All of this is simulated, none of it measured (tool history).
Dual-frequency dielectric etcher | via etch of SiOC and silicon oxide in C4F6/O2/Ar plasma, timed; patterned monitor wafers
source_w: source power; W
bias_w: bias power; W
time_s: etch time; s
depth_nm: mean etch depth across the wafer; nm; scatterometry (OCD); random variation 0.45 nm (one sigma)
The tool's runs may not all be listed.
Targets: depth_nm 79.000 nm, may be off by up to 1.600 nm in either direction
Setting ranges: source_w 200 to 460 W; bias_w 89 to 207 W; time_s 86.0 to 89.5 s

run	hour	source_w	bias_w	time_s	depth_nm
1	0.0	330	148	86.0	93.173
2	7.5	330	148	86.0	92.555
3	10.2	320	146	86.0	92.506
4	17.6	280	146	86.0	87.361
5	21.9	320	146	86.0	91.546
6	26.1	320	146	86.0	91.083
7	27.8	260	133	86.0	82.081
8	36.0	230	130	86.0	76.322

Which one of the following 4 next-run settings gets every result inside its allowed miss? There is exactly one.
A	44.2	200	144	88.5	?
B	44.2	270	122	89.0	?
C	44.2	240	139	89.0	?
D	44.2	340	91	87.0	?

move	depth_nm
A	79.639
B	82.678
C	84.115
D	76.714
A: all results land within tolerance of their targets
B: takes the biggest miss from the last run beyond its target
C: takes the biggest miss from the last run beyond its target
D: nearer than the last run, and not there yet
The move that meets every target is A.

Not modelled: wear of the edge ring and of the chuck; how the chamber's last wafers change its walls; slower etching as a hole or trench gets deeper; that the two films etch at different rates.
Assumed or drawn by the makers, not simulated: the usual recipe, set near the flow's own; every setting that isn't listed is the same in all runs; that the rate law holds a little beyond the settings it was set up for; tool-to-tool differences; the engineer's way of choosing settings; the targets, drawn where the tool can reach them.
